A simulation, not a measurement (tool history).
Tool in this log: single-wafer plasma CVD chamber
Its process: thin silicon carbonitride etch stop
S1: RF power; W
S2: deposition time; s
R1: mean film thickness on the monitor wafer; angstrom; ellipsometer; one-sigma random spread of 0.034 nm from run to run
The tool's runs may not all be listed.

run,hour,S1,S2,R1
1,0,255,20.5,127.92
2,6.3,285,20.5,132.1
3,12.4,285,19.5,125.78
4,20.5,295,20.3,131.62
5,24.8,295,21.9,142.12
6,27.3,315,21.9,145.53
7,34.7,320,22.2,148.17
8,39.7,320,22.2,147.79

Run 9 comes next. What will it give?
9,42.5,320,22.5,?

Run 9 measured R1 150.08 angstrom.
